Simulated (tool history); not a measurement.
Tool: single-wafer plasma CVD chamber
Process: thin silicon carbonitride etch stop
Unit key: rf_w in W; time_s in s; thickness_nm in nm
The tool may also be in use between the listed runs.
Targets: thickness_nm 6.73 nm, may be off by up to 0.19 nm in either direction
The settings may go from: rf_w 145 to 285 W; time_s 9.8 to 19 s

{"run": 1, "hour": 0.0, "rf_w": 215, "time_s": 14.4, "thickness_nm": 8.2896}
{"run": 2, "hour": 5.6, "rf_w": 210, "time_s": 14, "thickness_nm": 8.0417}
{"run": 3, "hour": 14.0, "rf_w": 210, "time_s": 14.7, "thickness_nm": 8.4361}
{"run": 4, "hour": 20.9, "rf_w": 200, "time_s": 14.7, "thickness_nm": 8.3237}
{"run": 5, "hour": 26.8, "rf_w": 220, "time_s": 14.7, "thickness_nm": 8.6054}
{"run": 6, "hour": 29.0, "rf_w": 205, "time_s": 14.7, "thickness_nm": 8.3436}
{"run": 7, "hour": 30.9, "rf_w": 200, "time_s": 14.3, "thickness_nm": 8.1343}
{"run": 8, "hour": 36.1, "rf_w": 200, "time_s": 14.3, "thickness_nm": 8.0974}
{"run": 9, "hour": 37.0, "rf_w": 195, "time_s": 13.9, "thickness_nm": 7.8087}
{"run": 10, "hour": 40.5, "rf_w": 195, "time_s": 13.9, "thickness_nm": 7.8806}
{"run": 11, "hour": 43.7, "rf_w": 190, "time_s": 13.5, "thickness_nm": 7.5199}
{"run": 12, "hour": 45.7, "rf_w": 185, "time_s": 13.3, "thickness_nm": 7.36}
{"run": 13, "hour": 48.7, "rf_w": 180, "time_s": 13.1, "thickness_nm": 7.2633}
{"run": 14, "hour": 53.5, "rf_w": 180, "time_s": 12.9, "thickness_nm": 7.1292}
{"run": 15, "hour": 55.9, "rf_w": 180, "time_s": 12.9, "thickness_nm": 7.1258}
{"run": 16, "hour": 63.2, "rf_w": 175, "time_s": 12.8, "thickness_nm": 6.9747}

Next run, 5 choices. One meets every target within its allowed miss, the rest don't. Which?
{"run": "A", "hour": 70.5, "rf_w": 195, "time_s": 12.8, "thickness_nm": "?"}
{"run": "B", "hour": 70.5, "rf_w": 150, "time_s": 12.7, "thickness_nm": "?"}
{"run": "C", "hour": 70.5, "rf_w": 160, "time_s": 14.1, "thickness_nm": "?"}
{"run": "D", "hour": 70.5, "rf_w": 180, "time_s": 13.1, "thickness_nm": "?"}
{"run": "E", "hour": 70.5, "rf_w": 145, "time_s": 14.3, "thickness_nm": "?"}

move=A thickness_nm=7.2238
move=B thickness_nm=6.6481
move=C thickness_nm=7.5181
move=D thickness_nm=7.2247
move=E thickness_nm=7.4138
A: misses by more than the last run did
B: hits every target within its allowed miss
C: misses by more than the last run did
D: misses by more than the last run did
E: misses by more than the last run did
Answer: B
